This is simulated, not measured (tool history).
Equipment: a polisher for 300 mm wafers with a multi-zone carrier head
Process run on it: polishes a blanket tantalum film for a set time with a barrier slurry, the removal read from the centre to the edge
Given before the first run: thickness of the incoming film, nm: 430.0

run	day	flow of slurry (ml/min)	pressure of the head's centre zone	pressure of the head's middle zone	pressure of the head's edge zone	abrasive content of the slurry	polishing time (s)	film removed at the wafer's centre (angstrom)	film removed at mid-radius (angstrom)	film removed at the wafer's edge (angstrom)
1	0	290	1	1	1	1	55	454.29	456.46	452.12
2	0.325	290	1	0.91	1	1	55	455.24	428.23	470.37
3	0.683	290	0.96	0.91	1	1	55	441.79	425.31	458.44
4	0.992	290	1.01	0.91	1	1	55	454.41	428.01	465.99
5	1.346	290	1.01	0.91	1	0.85	55	437.17	410.47	434.91
6	1.496	270	0.96	0.9	1.05	0.75	54	401.41	381.07	432.99
7	1.746	260	0.92	0.91	1.06	0.7	53	366.91	372.26	404.39
8	1.792	250	0.89	0.89	1.07	0.7	53	358.76	364.43	412.62
9	2.092	245	0.87	0.88	1.07	0.65	53	336.6	351.93	410.19
10	2.296	240	0.87	0.88	1.05	0.65	53	345.7	349.76	399.09
11	2.567	240	0.86	0.88	1.05	0.65	53	341.52	348.58	388.29
12	2.612	235	0.85	0.88	1.06	0.65	53	338.53	348.32	390.43
13	2.917	235	0.84	0.88	1.07	0.65	53	334.83	349.07	397.88
14	3.188	235	0.84	0.88	1.07	0.65	53	334	351.18	401.42
15	3.354	235	0.83	0.88	1.07	0.65	53	330.59	346.61	410.6

The next listed run, before its measurement:
16	3.554	210	0.81	0.89	0.99	0.55	53	?	?	?

{"run 16": {"film removed at the wafer's centre (angstrom)": 303.29, "film removed at mid-radius (angstrom)": 333.57, "film removed at the wafer's edge (angstrom)": 360.73}}
